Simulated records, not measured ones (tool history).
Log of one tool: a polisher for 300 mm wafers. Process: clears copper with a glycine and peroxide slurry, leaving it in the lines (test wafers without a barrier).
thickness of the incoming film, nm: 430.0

run,hour,flow of slurry (ml/min),pressure of the wafer on the pad (kPa),speed of the pad under the wafer (cm/s),overpolish time after the end point (s),time until the end point was called (s),dishing of a wide line in a test structure (angstrom)
1,0,145,17.2,118,13,79.344,369.41
2,2.9,110,17.2,118,13,85.258,375.14
3,11.5,130,15.9,126,11,82.976,327.48
4,15.8,110,15.9,126,11,85.848,333.31
5,24.5,130,14.5,134,10,83.516,311.61
6,28.3,145,13.1,140,9,86.717,263.39
7,32.9,185,10.3,174,4,86.275,143.14

Forecast run 8:
8,36.2,185,11,174,4,?,?

time until the end point was called (s): 79.04
dishing of a wide line in a test structure (angstrom): 146.53
